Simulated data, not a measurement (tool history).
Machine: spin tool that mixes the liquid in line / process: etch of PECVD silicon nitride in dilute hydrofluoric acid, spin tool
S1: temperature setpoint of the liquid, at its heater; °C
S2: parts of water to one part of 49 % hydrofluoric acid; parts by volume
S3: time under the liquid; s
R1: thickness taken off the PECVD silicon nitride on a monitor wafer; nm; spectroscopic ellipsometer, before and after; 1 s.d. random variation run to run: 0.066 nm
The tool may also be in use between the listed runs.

run  hour    S1   S2   S3      R1
  1     0    25  165  285  5.5215
  2   5.5    25  145  285  6.4389
  3   8.9  21.5  145  285  5.1373
  4  13.1  21.5  145  285  5.1048
  5  14.6  18.5  145  285  4.1625
  6  19.1  18.5  175  285  3.4784
  7  20.2    22  175  285  4.3352
  8  22.2  24.5  175  285  5.1436
  9  23.2    26  175  285  5.7157

Run 10 comes next. What will it give?
 10    30  27  175  285   ?

Run 10 came out at R1 5.9826 nm.
